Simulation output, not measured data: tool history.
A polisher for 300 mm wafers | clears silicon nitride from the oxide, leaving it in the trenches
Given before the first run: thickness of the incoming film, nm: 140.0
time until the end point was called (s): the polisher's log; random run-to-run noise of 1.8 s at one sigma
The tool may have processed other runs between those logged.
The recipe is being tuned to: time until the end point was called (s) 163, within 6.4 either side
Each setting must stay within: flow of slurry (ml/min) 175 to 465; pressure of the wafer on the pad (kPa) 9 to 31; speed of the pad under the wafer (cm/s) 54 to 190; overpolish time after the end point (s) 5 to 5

run,hour,flow of slurry (ml/min),pressure of the wafer on the pad (kPa),speed of the pad under the wafer (cm/s),overpolish time after the end point (s),time until the end point was called (s)
1,0,295,20,122,5,130.41
2,2.3,295,19.3,122,5,133.55
3,10.6,295,19.3,134,5,121.35
4,14.3,295,17.9,134,5,131.25
5,18.4,295,20,134,5,121.49
6,19.2,295,17.9,134,5,129.58
7,25.2,295,12.4,130,5,188.24
8,32.5,295,13.1,130,5,177.53

Exactly one of the 5 candidate moves below puts every result within its allowed miss. Which one?
A,39.8,320,19.3,82,5,?
B,39.8,310,13.8,136,5,?
C,39.8,350,13.1,120,5,?
D,39.8,310,13.1,118,5,?
E,39.8,335,12.4,120,5,?

move,time until the end point was called (s)
A,191.49
B,159.18
C,185.97
D,191.08
E,195.63
A: misses by more than the last run did
B: meets every target
C: misses by more than the last run did
D: misses by more than the last run did
E: misses by more than the last run did
The move that meets every target is B.

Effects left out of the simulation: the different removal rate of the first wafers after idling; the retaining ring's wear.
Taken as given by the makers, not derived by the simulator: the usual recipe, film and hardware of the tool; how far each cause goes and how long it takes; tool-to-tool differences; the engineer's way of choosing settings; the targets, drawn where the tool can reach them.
